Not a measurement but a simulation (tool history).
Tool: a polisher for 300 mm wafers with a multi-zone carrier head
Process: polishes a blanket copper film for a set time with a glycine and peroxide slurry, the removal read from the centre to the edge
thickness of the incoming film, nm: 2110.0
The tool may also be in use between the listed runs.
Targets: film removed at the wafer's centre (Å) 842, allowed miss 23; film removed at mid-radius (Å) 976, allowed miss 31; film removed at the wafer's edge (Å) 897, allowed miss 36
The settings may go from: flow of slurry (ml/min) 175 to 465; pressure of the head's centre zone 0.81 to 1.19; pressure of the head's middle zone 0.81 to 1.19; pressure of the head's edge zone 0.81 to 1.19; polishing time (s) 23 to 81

run,hour,flow of slurry (ml/min),pressure of the head's centre zone,pressure of the head's middle zone,pressure of the head's edge zone,polishing time (s),film removed at the wafer's centre (Å),film removed at mid-radius (Å),film removed at the wafer's edge (Å)
1,0,295,1,1,1,52,1499.8,1501.2,1453.9
2,2.2,285,0.95,0.99,0.95,45,1214.6,1275.2,1237.3
3,6.4,285,0.95,0.99,0.87,45,1230.4,1245.7,1193.8
4,11.8,285,0.95,0.99,0.84,45,1219.9,1265.8,1195.2
5,12.6,280,0.92,1,0.83,40,1042.9,1119,1052.8
6,20.4,275,0.9,1.01,0.82,38,967.73,1095.4,1002.8
7,22.5,270,0.89,1.01,0.82,36,912.62,1034.8,924.76
8,24.8,255,0.87,0.99,0.83,36,872.3,984.78,927.66
9,27.4,245,0.87,1,0.82,36,882.34,991.02,944.06

Which of these 4 next moves meets every target?
A,30,220,0.91,1.06,0.9,34,?,?,?
B,30,175,0.83,0.95,0.89,39,?,?,?
C,30,235,0.92,0.9,0.83,37,?,?,?
D,30,245,0.84,0.96,0.81,38,?,?,?

move,film removed at the wafer's centre (Å),film removed at mid-radius (Å),film removed at the wafer's edge (Å)
A,851.58,988.15,908.75
B,849.56,992.1,1007.7
C,946.2,946.37,962.58
D,892.67,1032.1,981.57
A: meets every target
B: brings the result that was furthest off to its target, and leaves another outside
C: further off than the last run
D: further off than the last run
Answer: A
